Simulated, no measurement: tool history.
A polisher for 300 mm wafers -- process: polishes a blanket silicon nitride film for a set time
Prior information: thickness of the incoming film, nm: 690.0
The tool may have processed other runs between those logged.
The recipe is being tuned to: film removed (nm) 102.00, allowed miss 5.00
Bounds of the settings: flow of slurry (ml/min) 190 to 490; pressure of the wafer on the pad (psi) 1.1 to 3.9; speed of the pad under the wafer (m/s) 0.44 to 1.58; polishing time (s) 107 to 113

| run | hour | flow of slurry (ml/min) | pressure of the wafer on the pad (psi) | speed of the pad under the wafer (m/s) | polishing time (s) | film removed (nm) |
|---|---|---|---|---|---|---|
| 1 | 0.0 | 315 | 2.5 | 1.00 | 107 | 132.93 |
| 2 | 2.6 | 315 | 2.2 | 1.00 | 107 | 118.25 |
| 3 | 11.4 | 315 | 2.2 | 1.00 | 107 | 120.07 |
| 4 | 14.5 | 315 | 2.1 | 1.00 | 107 | 112.91 |
| 5 | 17.9 | 315 | 2.4 | 1.00 | 107 | 129.27 |
| 6 | 19.2 | 315 | 2.3 | 1.00 | 107 | 124.11 |
| 7 | 24.0 | 315 | 2.2 | 1.00 | 107 | 117.90 |
| 8 | 25.6 | 315 | 2.1 | 1.00 | 107 | 112.66 |
| 9 | 26.5 | 315 | 2.0 | 1.00 | 107 | 110.10 |

Which of these 5 next moves meets every target?
| A | 27.4 | 310 | 2.2 | 1.12 | 107 | ? |
| B | 27.4 | 210 | 2.1 | 0.90 | 107 | ? |
| C | 27.4 | 275 | 2.1 | 1.00 | 108 | ? |
| D | 27.4 | 280 | 2.2 | 0.84 | 113 | ? |
| E | 27.4 | 305 | 2.2 | 1.04 | 111 | ? |

| move | film removed (nm) |
|---|---|
| A | 124.16 |
| B | 101.27 |
| C | 111.46 |
| D | 111.83 |
| E | 123.58 |
A: misses by more than the last run did
B: each result inside its tolerance
C: misses by more than the last run did
D: misses by more than the last run did
E: misses by more than the last run did
B is the move that brings every result within its allowed miss.
